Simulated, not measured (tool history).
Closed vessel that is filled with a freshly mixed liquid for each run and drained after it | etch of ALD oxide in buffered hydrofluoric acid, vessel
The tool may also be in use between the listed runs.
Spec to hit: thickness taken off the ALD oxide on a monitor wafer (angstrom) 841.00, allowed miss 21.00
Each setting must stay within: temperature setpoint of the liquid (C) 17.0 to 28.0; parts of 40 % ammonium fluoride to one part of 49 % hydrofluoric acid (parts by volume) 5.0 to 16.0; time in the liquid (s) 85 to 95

| run | hour | temperature setpoint of the liquid (C) | parts of 40 % ammonium fluoride to one part of 49 % hydrofluoric acid (parts by volume) | time in the liquid (s) | thickness taken off the ALD oxide on a monitor wafer (angstrom) |
|---|---|---|---|---|---|
| 1 | 0.0 | 20.0 | 9.5 | 85 | 1594.90 |
| 2 | 1.5 | 19.5 | 10.5 | 85 | 1423.50 |
| 3 | 7.8 | 19.5 | 10.5 | 85 | 1428.00 |
| 4 | 10.1 | 19.5 | 10.5 | 95 | 1578.60 |
| 5 | 17.5 | 19.5 | 7.5 | 95 | 2180.40 |
| 6 | 21.7 | 19.0 | 9.0 | 95 | 1749.70 |
| 7 | 30.1 | 17.0 | 12.0 | 95 | 1224.40 |
| 8 | 37.7 | 17.0 | 15.0 | 90 | 935.43 |
| 9 | 38.8 | 17.0 | 15.5 | 90 | 891.93 |
|  | 44.0 | thermometer replaced |
| 10 | 44.0 | 17.0 | 16.0 | 90 | 781.72 |
| 11 | 51.5 | 17.0 | 16.0 | 90 | 788.76 |
| 12 | 59.7 | 17.5 | 16.0 | 90 | 797.66 |

Of the 5 settings listed for the next run, only one would bring every result within its allowed miss of target. Which one?
| A | 67.9 | 20.5 | 16.0 | 85 | ? |
| B | 67.9 | 18.5 | 15.5 | 90 | ? |
| C | 67.9 | 19.5 | 16.0 | 85 | ? |
| D | 67.9 | 17.5 | 15.0 | 95 | ? |
| E | 67.9 | 17.0 | 15.5 | 90 | ? |

| move | thickness taken off the ALD oxide on a monitor wafer (angstrom) |
|---|---|
| A | 905.43 |
| B | 883.86 |
| C | 856.04 |
| D | 910.35 |
| E | 811.53 |
A: takes the biggest miss from the last run beyond its target
B: takes the biggest miss from the last run beyond its target
C: in spec on every target
D: takes the biggest miss from the last run beyond its target
E: nearer than the last run, and not there yet
C is the move that brings every result within its allowed miss.
